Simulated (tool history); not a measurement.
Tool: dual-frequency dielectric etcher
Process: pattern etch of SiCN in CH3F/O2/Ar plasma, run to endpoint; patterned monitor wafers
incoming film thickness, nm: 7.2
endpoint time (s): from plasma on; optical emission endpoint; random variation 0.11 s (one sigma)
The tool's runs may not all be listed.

run  hour  source power (kW)  bias power (kW)  endpoint time (s)
  1     0               0.31            0.076              20.17
  2   4.3               0.36            0.076             18.791
  3  12.7               0.32            0.074             20.136
  4  17.9               0.32            0.085             18.833
  5  21.3               0.32            0.098              17.78
  6    24               0.32            0.087             18.767
  7  25.7               0.29            0.083             20.067
  8  28.9               0.26            0.081              21.78

Forecast run 9:
  9  36.8               0.25            0.081                  ?

Run 9 gave endpoint time (s) 21.946.
